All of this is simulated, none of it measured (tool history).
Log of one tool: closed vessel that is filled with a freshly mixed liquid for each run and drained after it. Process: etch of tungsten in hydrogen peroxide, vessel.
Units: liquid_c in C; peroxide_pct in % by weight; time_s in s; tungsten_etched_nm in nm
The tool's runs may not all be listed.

run 1 hour=0 | liquid_c=45 peroxide_pct=17.5 time_s=30 | tungsten_etched_nm=34.088
run 2 hour=3.9 | liquid_c=44.5 peroxide_pct=17.5 time_s=30 | tungsten_etched_nm=32.894
run 3 hour=7 | liquid_c=47.5 peroxide_pct=17.5 time_s=30 | tungsten_etched_nm=39.661
run 4 hour=8 | liquid_c=41 peroxide_pct=17.5 time_s=30 | tungsten_etched_nm=26.696
run 5 hour=12.9 | liquid_c=41 peroxide_pct=17.5 time_s=30 | tungsten_etched_nm=26.52
run 6 hour=16.1 | liquid_c=41 peroxide_pct=17.5 time_s=30 | tungsten_etched_nm=26.474

Forecast run 7:
run 7 hour=17 | liquid_c=41.5 peroxide_pct=17.5 time_s=30 | tungsten_etched_nm=?

tungsten_etched_nm: 26.903 nm

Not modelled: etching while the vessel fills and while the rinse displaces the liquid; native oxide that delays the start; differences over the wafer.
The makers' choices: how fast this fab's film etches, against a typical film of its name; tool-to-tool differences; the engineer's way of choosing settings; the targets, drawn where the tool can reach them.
